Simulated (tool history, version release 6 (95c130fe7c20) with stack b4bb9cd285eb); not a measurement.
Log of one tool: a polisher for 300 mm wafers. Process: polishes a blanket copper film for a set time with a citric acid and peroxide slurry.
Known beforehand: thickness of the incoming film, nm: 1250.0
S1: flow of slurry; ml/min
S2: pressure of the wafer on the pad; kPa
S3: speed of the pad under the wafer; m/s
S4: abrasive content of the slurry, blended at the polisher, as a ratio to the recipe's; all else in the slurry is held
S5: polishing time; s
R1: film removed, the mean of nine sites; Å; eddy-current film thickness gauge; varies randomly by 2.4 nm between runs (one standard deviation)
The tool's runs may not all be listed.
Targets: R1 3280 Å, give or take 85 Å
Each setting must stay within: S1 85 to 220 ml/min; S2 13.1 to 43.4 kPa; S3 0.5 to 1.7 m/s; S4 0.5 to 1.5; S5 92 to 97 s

run	day	S1	S2	S3	S4	S5	R1
1	0	140	28.3	1.1	1	92	2932.5
2	0.25	110	28.3	1.1	1	92	2842
3	0.312	110	25.5	1.1	1	92	2546.1
4	0.558	110	28.3	1.1	1	92	2816
5	0.788	110	28.3	1.1	1	97	2924.9
6	0.979	125	29	1.1	1	97	3124.3
7	1.204	130	29	1.1	1	97	3111.4
8	1.525	135	29	1.1	1	97	3130.3
9	1.721	140	29	1.1	1	97	3131.3
10	1.825	145	29	1.1	1	97	3170.6
11	2.083	145	29	1.1	1	97	3178
12	2.338	150	29	1.1	1	97	3181.9

Next run, 5 choices. One meets every target within its allowed miss, the rest don't. Which?
A	2.592	175	28.3	1.14	0.95	92	?
B	2.592	135	30.3	1.08	1.05	97	?
C	2.592	140	33.8	1.06	0.95	96	?
D	2.592	150	29	1.2	1.1	96	?
E	2.592	120	31.7	1.02	0.85	97	?

move	R1
A	3081.7
B	3247.3
C	3458.5
D	3483.9
E	3034
A: further off than the last run
B: meets every target
C: the result that was furthest off in the last run now lies on the other side of its target
D: the result that was furthest off in the last run now lies on the other side of its target
E: further off than the last run
The right move is B.
